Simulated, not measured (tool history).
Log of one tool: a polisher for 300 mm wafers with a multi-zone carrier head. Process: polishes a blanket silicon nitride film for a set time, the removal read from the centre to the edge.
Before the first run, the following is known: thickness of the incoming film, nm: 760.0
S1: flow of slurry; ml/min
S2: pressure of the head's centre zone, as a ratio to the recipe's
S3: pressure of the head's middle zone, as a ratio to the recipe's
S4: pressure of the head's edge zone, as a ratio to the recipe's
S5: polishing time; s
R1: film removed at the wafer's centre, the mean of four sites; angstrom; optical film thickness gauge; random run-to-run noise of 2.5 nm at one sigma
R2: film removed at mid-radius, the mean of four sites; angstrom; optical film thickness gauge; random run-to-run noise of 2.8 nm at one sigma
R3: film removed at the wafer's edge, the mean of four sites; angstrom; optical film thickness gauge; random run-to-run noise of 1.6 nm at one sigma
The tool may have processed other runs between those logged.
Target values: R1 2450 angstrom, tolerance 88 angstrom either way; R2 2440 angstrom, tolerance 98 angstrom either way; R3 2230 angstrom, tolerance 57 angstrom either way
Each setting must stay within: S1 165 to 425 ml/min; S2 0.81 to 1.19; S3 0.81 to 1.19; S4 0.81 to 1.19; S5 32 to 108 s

Run 1, hour 0: S1 275 ml/min, S2 1, S3 1, S4 1, S5 70 s. Result: R1 1519.5 angstrom, R2 1554 angstrom, R3 1563.7 angstrom.
Run 2, hour 7.2: S1 280 ml/min, S2 1.02, S3 1.02, S4 1.02, S5 73 s. Result: R1 1632.6 angstrom, R2 1651 angstrom, R3 1622.3 angstrom.
Run 3, hour 14.1: S1 280 ml/min, S2 1.08, S3 1.02, S4 1.02, S5 73 s. Result: R1 1718.6 angstrom, R2 1614.7 angstrom, R3 1633 angstrom.
Run 4, hour 21: S1 280 ml/min, S2 1.08, S3 1.02, S4 1.02, S5 58 s. Result: R1 1367.5 angstrom, R2 1325.2 angstrom, R3 1300.4 angstrom.
Run 5, hour 24: S1 280 ml/min, S2 1.08, S3 1.02, S4 1.02, S5 50 s. Result: R1 1197.1 angstrom, R2 1137.1 angstrom, R3 1131.2 angstrom.
Run 6, hour 25.9: S1 285 ml/min, S2 1.09, S3 1.04, S4 1.03, S5 55 s. Result: R1 1316.2 angstrom, R2 1269.5 angstrom, R3 1241.6 angstrom.
Run 7, hour 30.3: S1 290 ml/min, S2 1.1, S3 1.06, S4 1.04, S5 60 s. Result: R1 1443.7 angstrom, R2 1396.8 angstrom, R3 1359.5 angstrom.
Run 8, hour 33.2: S1 300 ml/min, S2 1.11, S3 1.08, S4 1.05, S5 64 s. Result: R1 1550.1 angstrom, R2 1541.1 angstrom, R3 1454.8 angstrom.
Run 9, hour 35.2: S1 305 ml/min, S2 1.12, S3 1.09, S4 1.06, S5 67 s. Result: R1 1657.6 angstrom, R2 1615.6 angstrom, R3 1539 angstrom.
Run 10, hour 36.1: S1 305 ml/min, S2 1.12, S3 1.09, S4 1.06, S5 67 s. Result: R1 1652.6 angstrom, R2 1608.1 angstrom, R3 1550.8 angstrom.
Run 11, hour 38.8: S1 315 ml/min, S2 1.13, S3 1.1, S4 1.06, S5 70 s. Result: R1 1733 angstrom, R2 1720.3 angstrom, R3 1626.4 angstrom.
Run 12, hour 44.5: S1 315 ml/min, S2 1.14, S3 1.11, S4 1.06, S5 73 s. Result: R1 1885.5 angstrom, R2 1776.4 angstrom, R3 1658.2 angstrom.
Run 13, hour 49.5: S1 320 ml/min, S2 1.14, S3 1.12, S4 1.07, S5 75 s. Result: R1 1938.6 angstrom, R2 1869 angstrom, R3 1738.2 angstrom.
Run 14, hour 55.4: S1 325 ml/min, S2 1.14, S3 1.13, S4 1.08, S5 77 s. Result: R1 1980.6 angstrom, R2 1939.6 angstrom, R3 1760.9 angstrom.
Run 15, hour 63.6: S1 325 ml/min, S2 1.14, S3 1.13, S4 1.08, S5 77 s. Result: R1 1933.9 angstrom, R2 1957.5 angstrom, R3 1776.1 angstrom.
Run 16, hour 67.9: S1 325 ml/min, S2 1.14, S3 1.13, S4 1.09, S5 79 s. Result: R1 1984.4 angstrom, R2 1968.5 angstrom, R3 1853.9 angstrom.
Run 17, hour 75.5: S1 330 ml/min, S2 1.15, S3 1.14, S4 1.09, S5 80 s. Result: R1 2071.1 angstrom, R2 2004.2 angstrom, R3 1873.5 angstrom.
Run 18, hour 82.2: S1 335 ml/min, S2 1.15, S3 1.15, S4 1.09, S5 81 s. Result: R1 2058.1 angstrom, R2 2073.6 angstrom, R3 1887.8 angstrom.
Run 19, hour 85.9: S1 335 ml/min, S2 1.15, S3 1.15, S4 1.09, S5 82 s. Result: R1 2101.4 angstrom, R2 2123.4 angstrom, R3 1895.1 angstrom.
Run 20, hour 92.1: S1 335 ml/min, S2 1.15, S3 1.15, S4 1.1, S5 83 s. Result: R1 2118 angstrom, R2 2121.1 angstrom, R3 1955.3 angstrom.
Run 21, hour 94.1: S1 335 ml/min, S2 1.15, S3 1.15, S4 1.1, S5 84 s. Result: R1 2144.1 angstrom, R2 2168.9 angstrom, R3 1973.3 angstrom.
Run 22, hour 99.1: S1 335 ml/min, S2 1.15, S3 1.15, S4 1.1, S5 85 s. Result: R1 2189.5 angstrom, R2 2153.7 angstrom, R3 2001 angstrom.
Run 23, hour 101.1: S1 340 ml/min, S2 1.15, S3 1.16, S4 1.1, S5 86 s. Result: R1 2191.8 angstrom, R2 2203 angstrom, R3 2030.7 angstrom.
Run 24, hour 102.7: S1 340 ml/min, S2 1.15, S3 1.16, S4 1.1, S5 87 s. Result: R1 2245.1 angstrom, R2 2259.4 angstrom, R3 2026.8 angstrom.
Run 25, hour 110.8: S1 340 ml/min, S2 1.15, S3 1.16, S4 1.11, S5 88 s. Result: R1 2266.5 angstrom, R2 2291.9 angstrom, R3 2087.6 angstrom.

Of the 5 settings listed for the next run, only one would bring every result within its allowed miss of target. Which one?
Run A, hour 118.9: S1 385 ml/min, S2 1.15, S3 1.18, S4 1.12, S5 93 s. Result: R1 ?, R2 ?, R3 ?.
Run B, hour 118.9: S1 300 ml/min, S2 0.99, S3 1.14, S4 1.13, S5 99 s. Result: R1 ?, R2 ?, R3 ?.
Run C, hour 118.9: S1 290 ml/min, S2 1.04, S3 1.19, S4 1.19, S5 92 s. Result: R1 ?, R2 ?, R3 ?.
Run D, hour 118.9: S1 245 ml/min, S2 0.96, S3 1.18, S4 1.19, S5 100 s. Result: R1 ?, R2 ?, R3 ?.
Run E, hour 118.9: S1 375 ml/min, S2 1.04, S3 1.08, S4 1.08, S5 98 s. Result: R1 ?, R2 ?, R3 ?.

move      R1      R2      R3
   A  2428.9  2464.5  2243.6
   B  2171.4  2498.9  2361.6
   C  2113.5  2396.8  2247.2
   D  2077.2  2542.1  2409.8
   E  2306.4  2412.5  2320.4
A: each result inside its tolerance
B: takes the result that was furthest off past its target
C: brings the last run's worst result on target, with another outside its allowed miss
D: takes the result that was furthest off past its target
E: takes the result that was furthest off past its target
Correct choice: A, which meets every target
